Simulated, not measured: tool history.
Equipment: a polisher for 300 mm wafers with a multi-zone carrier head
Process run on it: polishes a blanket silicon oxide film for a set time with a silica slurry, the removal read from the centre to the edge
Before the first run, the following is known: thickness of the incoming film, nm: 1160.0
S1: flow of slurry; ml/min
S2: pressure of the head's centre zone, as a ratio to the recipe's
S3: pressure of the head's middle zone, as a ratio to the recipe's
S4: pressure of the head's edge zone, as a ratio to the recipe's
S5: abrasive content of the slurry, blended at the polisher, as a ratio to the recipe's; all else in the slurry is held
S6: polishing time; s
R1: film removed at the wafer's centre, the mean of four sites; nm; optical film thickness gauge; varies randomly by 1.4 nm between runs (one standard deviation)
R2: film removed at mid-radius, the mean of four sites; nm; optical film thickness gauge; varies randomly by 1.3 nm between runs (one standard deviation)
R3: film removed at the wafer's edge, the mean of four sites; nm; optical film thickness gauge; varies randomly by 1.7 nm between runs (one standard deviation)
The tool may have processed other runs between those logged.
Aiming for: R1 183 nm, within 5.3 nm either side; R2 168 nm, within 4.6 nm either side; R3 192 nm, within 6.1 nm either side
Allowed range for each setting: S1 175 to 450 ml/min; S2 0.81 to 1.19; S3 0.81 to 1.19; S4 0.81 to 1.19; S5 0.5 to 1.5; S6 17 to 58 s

run  hour   S1    S2    S3    S4    S5  S6      R1      R2      R3
  1     0  290     1     1     1     1  37  148.45   147.7  152.55
  2   2.2  290  1.05     1     1     1  37  153.31  149.27  154.38
  3  10.3  290  1.05     1     1   0.8  37  143.27  138.64  140.37
  4    14  245  1.05     1     1   0.8  37  142.21   135.8  139.81
  5  17.8  240  1.07     1  1.03  0.95  37  148.85  143.84  150.87
  6  19.8  240  1.07     1  1.03   1.1  37  155.99  150.26   159.5
  7  26.7  305  1.13  1.02  1.13  1.35  37  183.54  171.15  180.42
  8  30.8  300  1.12  1.01  1.14   1.4  37   184.3  168.93   182.2
  9  37.3  300  1.12  1.01  1.14   1.4  37  183.61  168.13  181.84
 10  39.4  300  1.12  1.01  1.14   1.4  37  182.59  171.74  180.83
 11  48.3  290  1.11  0.99  1.15   1.4  37  180.49  165.46  182.98
 12    52  290  1.11  0.99  1.16   1.4  37  180.36  166.91  187.43

Which of these 5 next moves meets every target?
  A  55.7  225  1.16  0.98   1.1   1.5  37   ?   ?   ?
  B  55.7  200  1.18  1.07   1.1  1.25  39   ?   ?   ?
  C  55.7  270  1.08  0.96  1.15   1.4  39   ?   ?   ?
  D  55.7  260  1.18     1  1.17   1.5  37   ?   ?   ?
  E  55.7  330  1.13  1.04  1.17   1.4  36   ?   ?   ?

move      R1      R2      R3
   A  184.45  162.48  178.31
   B  182.56  170.79  174.72
   C   183.3  169.22  191.97
   D  191.99   168.8  186.92
   E  181.39  171.13  181.85
A: moves away from the targets compared with the last run
B: moves away from the targets compared with the last run
C: all results in spec
D: the worst result of the last run now meets its target, but another is out of spec
E: moves away from the targets compared with the last run
Answer: C

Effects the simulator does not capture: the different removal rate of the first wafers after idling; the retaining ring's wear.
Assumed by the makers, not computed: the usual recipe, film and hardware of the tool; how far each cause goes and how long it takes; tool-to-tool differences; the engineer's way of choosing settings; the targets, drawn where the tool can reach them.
